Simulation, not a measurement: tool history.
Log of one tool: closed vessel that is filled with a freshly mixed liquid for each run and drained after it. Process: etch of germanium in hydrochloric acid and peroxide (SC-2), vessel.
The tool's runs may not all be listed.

run,day,temperature setpoint of the liquid (K),parts of water to one part each of 37 % hydrochloric acid and 30 % peroxide (parts by volume),time in the liquid (s),thickness taken off the germanium on a monitor wafer (Å)
1,0.000,330.15,5.5,90,2576.4
2,0.292,330.15,4.0,90,2605.9
3,0.417,324.65,4.0,90,2220.1
4,0.550,326.65,4.0,90,2338.6
5,0.796,326.65,4.0,90,2352.9
6,1.054,328.65,4.0,90,2505.6
7,1.412,330.15,4.0,90,2587.1

Run 8, settings as shown, results not yet in. Your forecast:
8,1.733,338.15,4.0,90,?

Run 8 came out at thickness taken off the germanium on a monitor wafer (Å) 3313.1.
